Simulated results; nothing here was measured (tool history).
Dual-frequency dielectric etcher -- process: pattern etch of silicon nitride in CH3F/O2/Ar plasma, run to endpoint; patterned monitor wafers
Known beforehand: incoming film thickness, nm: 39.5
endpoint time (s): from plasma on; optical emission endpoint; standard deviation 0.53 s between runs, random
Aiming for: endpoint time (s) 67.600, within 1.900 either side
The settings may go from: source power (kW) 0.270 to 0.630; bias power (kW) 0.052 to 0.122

| run | hour | source power (kW) | bias power (kW) | endpoint time (s) |
|---|---|---|---|---|
| 1 | 0.0 | 0.450 | 0.087 | 52.207 |
| 2 | 7.5 | 0.430 | 0.083 | 53.932 |
| 3 | 16.5 | 0.430 | 0.096 | 52.275 |
| 4 | 24.3 | 0.480 | 0.096 | 48.879 |
| 5 | 25.8 | 0.450 | 0.093 | 50.940 |
| 6 | 28.7 | 0.480 | 0.093 | 49.635 |
| 7 | 37.4 | 0.450 | 0.089 | 52.070 |
| 8 | 45.5 | 0.420 | 0.086 | 54.554 |

4 candidate next runs follow, results not yet known. Just one meets every target within its allowed miss. Identify it.
| A | 53.6 | 0.360 | 0.074 | ? |
| B | 53.6 | 0.310 | 0.053 | ? |
| C | 53.6 | 0.350 | 0.083 | ? |
| D | 53.6 | 0.310 | 0.079 | ? |

| move | endpoint time (s) |
|---|---|
| A | 61.963 |
| B | 74.040 |
| C | 61.174 |
| D | 67.084 |
A: closes in on the targets versus the last run, not all within tolerance yet
B: takes the biggest miss from the last run beyond its target
C: closes in on the targets versus the last run, not all within tolerance yet
D: every result within its allowed miss
The right move is D.
